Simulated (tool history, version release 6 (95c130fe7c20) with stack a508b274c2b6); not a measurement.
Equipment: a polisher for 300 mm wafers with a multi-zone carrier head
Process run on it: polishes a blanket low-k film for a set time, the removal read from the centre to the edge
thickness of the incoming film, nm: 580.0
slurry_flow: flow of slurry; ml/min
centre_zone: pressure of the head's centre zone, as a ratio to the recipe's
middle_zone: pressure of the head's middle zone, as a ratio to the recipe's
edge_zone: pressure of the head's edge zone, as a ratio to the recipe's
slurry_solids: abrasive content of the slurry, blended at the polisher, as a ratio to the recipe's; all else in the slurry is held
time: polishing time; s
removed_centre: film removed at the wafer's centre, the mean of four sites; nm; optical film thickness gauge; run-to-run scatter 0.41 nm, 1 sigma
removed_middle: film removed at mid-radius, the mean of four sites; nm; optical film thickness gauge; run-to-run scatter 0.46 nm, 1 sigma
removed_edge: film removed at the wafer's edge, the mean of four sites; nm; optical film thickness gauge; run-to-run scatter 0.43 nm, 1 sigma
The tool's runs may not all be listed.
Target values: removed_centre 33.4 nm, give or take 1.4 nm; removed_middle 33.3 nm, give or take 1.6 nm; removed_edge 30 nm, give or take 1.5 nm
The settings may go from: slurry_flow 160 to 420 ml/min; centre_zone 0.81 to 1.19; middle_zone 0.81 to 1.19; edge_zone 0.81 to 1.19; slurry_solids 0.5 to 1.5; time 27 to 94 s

Run 1, hour 0: slurry_flow 270 ml/min, centre_zone 1, middle_zone 1, edge_zone 1, slurry_solids 1, time 60 s. Result: removed_centre 20.442 nm, removed_middle 20.054 nm, removed_edge 20.155 nm.
Run 2, hour 2.6: slurry_flow 270 ml/min, centre_zone 1, middle_zone 0.96, edge_zone 1, slurry_solids 1, time 60 s. Result: removed_centre 20.866 nm, removed_middle 19.6 nm, removed_edge 20.609 nm.
Run 3, hour 8.2: slurry_flow 230 ml/min, centre_zone 1, middle_zone 0.96, edge_zone 1, slurry_solids 1, time 60 s. Result: removed_centre 19.736 nm, removed_middle 19.042 nm, removed_edge 20.194 nm.
Run 4, hour 8.9: slurry_flow 230 ml/min, centre_zone 0.95, middle_zone 0.96, edge_zone 1, slurry_solids 1, time 60 s. Result: removed_centre 19.15 nm, removed_middle 19.151 nm, removed_edge 19.467 nm.
Run 5, hour 10.2: slurry_flow 250 ml/min, centre_zone 0.97, middle_zone 0.99, edge_zone 0.99, slurry_solids 1.1, time 62 s. Result: removed_centre 21.465 nm, removed_middle 21.435 nm, removed_edge 22.084 nm.
Run 6, hour 16.7: slurry_flow 250 ml/min, centre_zone 1, middle_zone 0.99, edge_zone 0.99, slurry_solids 1.1, time 62 s. Result: removed_centre 21.651 nm, removed_middle 21.753 nm, removed_edge 21.559 nm.
Run 7, hour 22.7: slurry_flow 265 ml/min, centre_zone 1.02, middle_zone 1, edge_zone 0.99, slurry_solids 1.15, time 63 s. Result: removed_centre 23.054 nm, removed_middle 22.876 nm, removed_edge 23.028 nm.
Run 8, hour 29.9: slurry_flow 280 ml/min, centre_zone 1.05, middle_zone 1.02, edge_zone 0.98, slurry_solids 1.2, time 64 s. Result: removed_centre 24.741 nm, removed_middle 23.633 nm, removed_edge 24.189 nm.
Run 9, hour 33: slurry_flow 285 ml/min, centre_zone 1.06, middle_zone 1.05, edge_zone 0.96, slurry_solids 1.25, time 65 s. Result: removed_centre 26.41 nm, removed_middle 25.226 nm, removed_edge 24.128 nm.
Run 10, hour 39.7: slurry_flow 285 ml/min, centre_zone 1.08, middle_zone 1.15, edge_zone 1.06, slurry_solids 1.5, time 71 s. Result: removed_centre 32.244 nm, removed_middle 32.031 nm, removed_edge 29.587 nm.

Which single option among these 4 for the next run brings every result within its allowed miss of target? Just one does.
Run A, hour 46.4: slurry_flow 265 ml/min, centre_zone 0.98, middle_zone 1.18, edge_zone 1.11, slurry_solids 1.45, time 74 s. Result: removed_centre ?, removed_middle ?, removed_edge ?.
Run B, hour 46.4: slurry_flow 305 ml/min, centre_zone 1.07, middle_zone 1.17, edge_zone 1.06, slurry_solids 1.45, time 70 s. Result: removed_centre ?, removed_middle ?, removed_edge ?.
Run C, hour 46.4: slurry_flow 305 ml/min, centre_zone 1.11, middle_zone 1.18, edge_zone 1.06, slurry_solids 1.5, time 72 s. Result: removed_centre ?, removed_middle ?, removed_edge ?.
Run D, hour 46.4: slurry_flow 260 ml/min, centre_zone 1.14, middle_zone 1.09, edge_zone 1.02, slurry_solids 1.4, time 73 s. Result: removed_centre ?, removed_middle ?, removed_edge ?.

move  removed_centre  removed_middle  removed_edge
   A          29.164          33.811        30.619
   B          30.639          32.235        28.694
   C          33.122          33.834        29.899
   D          32.886           30.63        28.641
A: moves away from the targets compared with the last run
B: moves away from the targets compared with the last run
C: hits every target within its allowed miss
D: corrects the largest miss of the last run, while another result sits out of spec
The move that meets every target is C.
